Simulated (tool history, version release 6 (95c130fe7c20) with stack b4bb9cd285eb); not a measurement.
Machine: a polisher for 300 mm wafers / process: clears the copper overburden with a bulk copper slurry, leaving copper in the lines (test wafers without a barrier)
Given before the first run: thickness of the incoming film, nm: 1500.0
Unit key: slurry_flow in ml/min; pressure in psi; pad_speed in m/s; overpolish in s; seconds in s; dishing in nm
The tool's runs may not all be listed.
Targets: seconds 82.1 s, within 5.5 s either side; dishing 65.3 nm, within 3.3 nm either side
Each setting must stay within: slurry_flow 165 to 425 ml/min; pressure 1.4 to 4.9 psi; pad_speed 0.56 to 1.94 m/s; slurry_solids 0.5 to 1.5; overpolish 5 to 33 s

| run | day | slurry_flow | pressure | pad_speed | slurry_solids | overpolish | seconds | dishing |
|---|---|---|---|---|---|---|---|---|
| 1 | 0 | 275 | 3.1 | 1.24 | 1 | 17 | 110.69 | 106.18 |
| 2 | 0.117 | 275 | 3.1 | 1.24 | 0.9 | 17 | 117.01 | 103.85 |
| 3 | 0.462 | 280 | 2.7 | 1.38 | 1.05 | 14 | 114.36 | 94.43 |
| 4 | 0.604 | 265 | 2.6 | 1.42 | 1.15 | 12 | 110.37 | 83.374 |
| 5 | 0.779 | 245 | 2.7 | 1.44 | 1.2 | 11 | 108.33 | 84.235 |
| 6 | 1.025 | 285 | 2.4 | 1.54 | 1.25 | 10 | 107.4 | 79.909 |
|  | 1.388 | slurry blender recalibrated |
| 7 | 1.388 | 260 | 2.3 | 1.62 | 1.3 | 9 | 100.06 | 73.688 |
| 8 | 1.754 | 245 | 2.3 | 1.66 | 1.3 | 8 | 98.404 | 71.28 |
| 9 | 1.958 | 230 | 2.3 | 1.7 | 1.3 | 7 | 95.673 | 64.654 |
| 10 | 2.075 | 225 | 2.6 | 1.78 | 1.3 | 5 | 85.915 | 54.614 |
| 11 | 2.304 | 235 | 2.6 | 1.78 | 1.35 | 5 | 84.848 | 54.686 |

Next run, 4 choices. One meets every target within its allowed miss, the rest don't. Which?
| A | 2.533 | 255 | 2.6 | 1.82 | 1.5 | 6 | ? | ? |
| B | 2.533 | 220 | 2.6 | 1.74 | 1.4 | 8 | ? | ? |
| C | 2.533 | 205 | 3.5 | 1.74 | 1.45 | 5 | ? | ? |
| D | 2.533 | 240 | 3 | 1.94 | 1.4 | 5 | ? | ? |

| move | seconds | dishing |
|---|---|---|
| A | 78.366 | 65.838 |
| B | 84.692 | 76.943 |
| C | 67.968 | 65.18 |
| D | 67.755 | 64.659 |
A: meets every target
B: takes the result that was furthest off past its target
C: brings the result that was furthest off to its target, and leaves another outside
D: brings the result that was furthest off to its target, and leaves another outside
Answer: A

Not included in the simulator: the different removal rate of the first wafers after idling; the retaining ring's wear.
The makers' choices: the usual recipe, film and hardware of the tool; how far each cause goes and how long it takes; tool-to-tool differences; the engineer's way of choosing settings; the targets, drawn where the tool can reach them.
